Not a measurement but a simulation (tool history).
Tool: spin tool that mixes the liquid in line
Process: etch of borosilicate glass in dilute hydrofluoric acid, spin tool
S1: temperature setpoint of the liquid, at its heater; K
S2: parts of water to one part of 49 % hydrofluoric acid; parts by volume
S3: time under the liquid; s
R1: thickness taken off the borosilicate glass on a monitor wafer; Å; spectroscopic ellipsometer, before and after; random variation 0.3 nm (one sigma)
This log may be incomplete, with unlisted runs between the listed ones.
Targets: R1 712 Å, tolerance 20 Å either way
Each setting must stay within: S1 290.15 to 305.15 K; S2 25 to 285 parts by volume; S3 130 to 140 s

{"run": 1, "hour": 0.0, "S1": 297.15, "S2": 155, "S3": 130, "R1": 378.92}
{"run": 2, "hour": 6.0, "S1": 298.65, "S2": 145, "S3": 130, "R1": 438.71}
{"run": 3, "hour": 10.3, "S1": 299.65, "S2": 140, "S3": 130, "R1": 475.31}
{"run": 4, "hour": 14.4, "S1": 299.65, "S2": 115, "S3": 130, "R1": 597.83}
{"run": 5, "hour": 19.1, "S1": 300.15, "S2": 115, "S3": 130, "R1": 605.71}
{"run": 6, "hour": 23.3, "S1": 300.15, "S2": 75, "S3": 130, "R1": 981.74}
{"run": 7, "hour": 31.5, "S1": 298.65, "S2": 75, "S3": 130, "R1": 925.9}
{"run": 8, "hour": 38.1, "S1": 297.65, "S2": 75, "S3": 130, "R1": 893.31}
{"run": 9, "hour": 40.0, "S1": 297.65, "S2": 75, "S3": 130, "R1": 892.72}
{"run": 10, "hour": 47.3, "S1": 296.65, "S2": 75, "S3": 130, "R1": 849.19}
{"run": 11, "hour": 50.4, "S1": 295.65, "S2": 75, "S3": 130, "R1": 814.33}
{"run": 12, "hour": 52.6, "S1": 295.15, "S2": 75, "S3": 130, "R1": 809.03}
{"run": 13, "hour": 59.5, "S1": 294.65, "S2": 75, "S3": 130, "R1": 787.52}
{"run": 14, "hour": 61.8, "S1": 294.15, "S2": 75, "S3": 130, "R1": 768.73}
{"run": 15, "hour": 66.1, "S1": 293.65, "S2": 75, "S3": 130, "R1": 760.37}
{"run": 16, "hour": 69.5, "S1": 293.15, "S2": 75, "S3": 130, "R1": 737.85}

4 next moves are on the table. One of them brings every result within its allowed miss. Which?
{"run": "A", "hour": 72.9, "S1": 293.15, "S2": 70, "S3": 130, "R1": "?"}
{"run": "B", "hour": 72.9, "S1": 292.15, "S2": 75, "S3": 130, "R1": "?"}
{"run": "C", "hour": 72.9, "S1": 294.65, "S2": 75, "S3": 130, "R1": "?"}
{"run": "D", "hour": 72.9, "S1": 292.65, "S2": 80, "S3": 130, "R1": "?"}

move=A R1=794.65
move=B R1=707.09
move=C R1=784.71
move=D R1=673.11
A: misses by more than the last run did
B: all results land within tolerance of their targets
C: misses by more than the last run did
D: carries the result that was furthest off beyond its target, to the other side
The right move is B.
